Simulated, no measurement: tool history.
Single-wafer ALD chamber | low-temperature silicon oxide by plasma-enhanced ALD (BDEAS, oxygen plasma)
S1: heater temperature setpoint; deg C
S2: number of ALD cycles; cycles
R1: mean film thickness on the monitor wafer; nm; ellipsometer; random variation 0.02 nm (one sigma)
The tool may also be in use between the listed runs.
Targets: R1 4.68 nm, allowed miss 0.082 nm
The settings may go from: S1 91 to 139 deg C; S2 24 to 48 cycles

Run 1, hour 0: S1 115 deg C, S2 36 cycles. Result: R1 4.9468 nm.
Run 2, hour 2.8: S1 115 deg C, S2 40 cycles. Result: R1 5.5054 nm.
Run 3, hour 4.3: S1 108 deg C, S2 40 cycles. Result: R1 5.6054 nm.
Run 4, hour 12.6: S1 111 deg C, S2 38 cycles. Result: R1 5.2203 nm.
Run 5, hour 14.6: S1 111 deg C, S2 37 cycles. Result: R1 5.1394 nm.
Run 6, hour 15.7: S1 114 deg C, S2 36 cycles. Result: R1 4.994 nm.
Run 7, hour 18.7: S1 115 deg C, S2 35 cycles. Result: R1 4.8147 nm.
At hour 23.8: thermocouple changed; heater temperature recalibrated.
Run 8, hour 23.8: S1 116 deg C, S2 35 cycles. Result: R1 4.8075 nm.
Run 9, hour 24.6: S1 117 deg C, S2 35 cycles. Result: R1 4.8484 nm.

4 next moves are on the table. One of them brings every result within its allowed miss. Which?
Run A, hour 25.4: S1 113 deg C, S2 37 cycles. Result: R1 ?.
Run B, hour 25.4: S1 108 deg C, S2 35 cycles. Result: R1 ?.
Run C, hour 25.4: S1 119 deg C, S2 36 cycles. Result: R1 ?.
Run D, hour 25.4: S1 122 deg C, S2 34 cycles. Result: R1 ?.

move      R1
   A  5.1555
   B  4.9254
   C  4.9562
   D  4.6525
A: further off than the last run
B: further off than the last run
C: further off than the last run
D: meets every target
The right move is D.
